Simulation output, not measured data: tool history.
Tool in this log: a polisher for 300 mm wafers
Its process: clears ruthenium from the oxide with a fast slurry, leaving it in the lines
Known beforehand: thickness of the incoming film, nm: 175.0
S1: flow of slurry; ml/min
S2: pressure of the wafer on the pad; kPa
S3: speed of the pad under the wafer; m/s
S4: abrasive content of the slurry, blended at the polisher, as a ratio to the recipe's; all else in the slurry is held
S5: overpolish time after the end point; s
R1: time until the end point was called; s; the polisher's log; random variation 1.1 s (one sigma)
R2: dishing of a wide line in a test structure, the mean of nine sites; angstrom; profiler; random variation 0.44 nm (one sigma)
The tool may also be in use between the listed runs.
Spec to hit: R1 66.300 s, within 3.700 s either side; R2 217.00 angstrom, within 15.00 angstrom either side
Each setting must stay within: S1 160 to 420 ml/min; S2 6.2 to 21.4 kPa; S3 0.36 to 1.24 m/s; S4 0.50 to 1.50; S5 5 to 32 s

run	hour	S1	S2	S3	S4	S5	R1	R2
1	0.0	270	13.8	0.80	1.00	16	74.482	291.50
2	5.8	245	13.8	0.80	1.00	16	75.072	303.73
3	7.3	255	14.5	0.80	1.00	14	73.346	274.12
4	14.7	255	14.5	0.68	1.00	14	79.937	248.73
5	21.5	255	14.5	0.68	0.85	14	90.969	228.05
6	26.5	260	15.9	0.68	0.85	13	80.748	223.69
7	32.3	265	16.5	0.68	0.85	12	78.199	221.76
8	38.6	265	17.2	0.68	0.85	11	74.421	209.87
9	40.6	265	17.9	0.68	0.85	11	71.295	213.07

Pick the move, out of 5, that brings all results within their allowed miss; only one does.
A	42.6	280	21.4	0.46	0.80	13	?	?
B	42.6	295	16.5	0.60	0.95	12	?	?
C	42.6	235	21.4	0.54	0.95	10	?	?
D	42.6	245	17.9	0.58	0.95	11	?	?
E	42.6	255	18.6	0.60	0.90	11	?	?

move	R1	R2
A	82.365	221.96
B	78.614	215.54
C	67.392	210.23
D	75.675	206.44
E	73.463	211.92
A: misses by more than the last run did
B: misses by more than the last run did
C: all results land within tolerance of their targets
D: misses by more than the last run did
E: misses by more than the last run did
Correct choice: C, which meets every target
